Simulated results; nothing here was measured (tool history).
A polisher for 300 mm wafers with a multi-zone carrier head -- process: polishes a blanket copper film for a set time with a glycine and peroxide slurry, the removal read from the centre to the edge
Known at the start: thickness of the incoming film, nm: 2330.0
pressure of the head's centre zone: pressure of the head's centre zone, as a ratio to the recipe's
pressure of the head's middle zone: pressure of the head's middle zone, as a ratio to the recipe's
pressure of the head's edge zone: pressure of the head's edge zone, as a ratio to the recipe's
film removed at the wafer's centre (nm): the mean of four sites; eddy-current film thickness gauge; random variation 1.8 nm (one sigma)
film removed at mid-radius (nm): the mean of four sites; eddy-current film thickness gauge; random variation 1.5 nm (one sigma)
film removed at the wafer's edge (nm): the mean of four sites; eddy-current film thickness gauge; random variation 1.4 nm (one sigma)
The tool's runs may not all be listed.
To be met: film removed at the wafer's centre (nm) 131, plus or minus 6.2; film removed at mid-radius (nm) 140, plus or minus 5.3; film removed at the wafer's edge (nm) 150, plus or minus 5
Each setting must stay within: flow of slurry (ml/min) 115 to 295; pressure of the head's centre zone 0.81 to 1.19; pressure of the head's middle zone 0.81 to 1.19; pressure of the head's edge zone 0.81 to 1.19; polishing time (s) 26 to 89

run	hour	flow of slurry (ml/min)	pressure of the head's centre zone	pressure of the head's middle zone	pressure of the head's edge zone	polishing time (s)	film removed at the wafer's centre (nm)	film removed at mid-radius (nm)	film removed at the wafer's edge (nm)
1	0	190	1	1	1	57	252.17	262.22	249.97
2	1.8	180	0.96	0.96	0.99	50	206.64	215.59	216.58
3	2.8	180	0.96	0.96	1.06	50	206.35	214.85	225.96
4	10.9	175	0.93	0.94	1.02	46	189.81	195.89	204.34
5	18.7	175	0.93	0.94	1.02	41	166.37	171.41	183.12
6	20.3	175	0.93	0.89	1.02	41	165.71	163.5	180.35
7	28.8	145	0.83	0.84	0.92	34	121.13	130.59	143.14
8	37.3	155	0.84	0.85	0.92	34	122.45	134.02	143.83
9	40.9	160	0.85	0.85	0.93	34	123.43	132.26	145.21
10	44	160	0.86	0.86	0.94	34	130.77	133.3	144.48

Exactly one of the 5 candidate moves below puts every result within its allowed miss. Which one?
A	47.1	170	0.87	0.81	1.05	33	?	?	?
B	47.1	150	0.86	0.87	0.94	35	?	?	?
C	47.1	200	0.91	0.81	1.01	33	?	?	?
D	47.1	160	0.97	0.83	0.97	34	?	?	?
E	47.1	155	0.88	0.87	0.94	32	?	?	?

move	film removed at the wafer's centre (nm)	film removed at mid-radius (nm)	film removed at the wafer's edge (nm)
A	124.18	125.28	147.62
B	128.4	137.97	147.6
C	132.26	127.26	146.76
D	141.79	130.44	146.12
E	120.59	126.55	135.28
A: its largest miss is bigger than the last run's
B: in spec on every target
C: its largest miss is bigger than the last run's
D: its largest miss is bigger than the last run's
E: its largest miss is bigger than the last run's
B is the move that brings every result within its allowed miss.
